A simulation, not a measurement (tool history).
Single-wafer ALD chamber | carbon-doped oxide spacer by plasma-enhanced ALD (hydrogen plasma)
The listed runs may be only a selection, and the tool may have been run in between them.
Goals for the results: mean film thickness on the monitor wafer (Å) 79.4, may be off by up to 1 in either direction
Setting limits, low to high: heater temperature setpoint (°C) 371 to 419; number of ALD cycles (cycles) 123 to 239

run	hour	heater temperature setpoint (°C)	number of ALD cycles (cycles)	mean film thickness on the monitor wafer (Å)
1	0	395	181	98.556
2	8.8	395	206	111.22
3	11.8	387	206	111.74
4	13.8	387	190	103.04
5	17.9	387	178	96.672
6	22.5	387	169	91.93
7	27.8	387	163	88.073
8	35.2	387	159	86.275
9	37	387	156	84.984
10	43.7	387	153	83.249
11	49.9	387	151	82.229
12	50.8	387	150	81.595
13	58.8	387	149	80.695
14	62.5	387	149	81.06
15	69.9	387	148	80.51

Exactly one of the 5 candidate moves below puts every result within its allowed miss. Which one?
A	77.3	392	149	?
B	77.3	383	151	?
C	77.3	390	152	?
D	77.3	383	146	?
E	77.3	385	151	?

move	mean film thickness on the monitor wafer (Å)
A	81.139
B	82.228
C	82.772
D	79.505
E	82.228
A: further off than the last run
B: further off than the last run
C: further off than the last run
D: hits every target within its allowed miss
E: further off than the last run
Move D is the one to make.
